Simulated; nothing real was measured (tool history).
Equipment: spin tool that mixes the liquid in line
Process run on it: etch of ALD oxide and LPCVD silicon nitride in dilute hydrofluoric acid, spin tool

run,hour,temperature setpoint of the liquid (K),parts of water to one part of 49 % hydrofluoric acid (parts by volume),time under the liquid (s),thickness taken off the ALD oxide on a monitor wafer (nm),thickness taken off the LPCVD silicon nitride on a monitor wafer (nm)
1,0.0,296.15,80,70,28.214,0.47566
2,2.0,296.15,80,50,20.040,0.36414
3,3.2,296.65,80,50,20.497,0.37738
4,5.0,296.65,60,50,27.950,0.47128
5,7.9,296.65,60,65,36.593,0.63109
6,15.9,295.15,65,65,31.270,0.53957
7,19.0,293.65,70,65,27.129,0.45854
8,20.1,292.65,70,65,25.960,0.38687
9,21.1,292.65,70,65,25.832,0.39331
10,28.6,292.65,75,65,24.334,0.40507

Run 11, settings as shown, results not yet in. Your forecast:
11,31.4,292.15,75,65,?,?

Run 11 gave thickness taken off the ALD oxide on a monitor wafer (nm) 23.786, thickness taken off the LPCVD silicon nitride on a monitor wafer (nm) 0.35542.
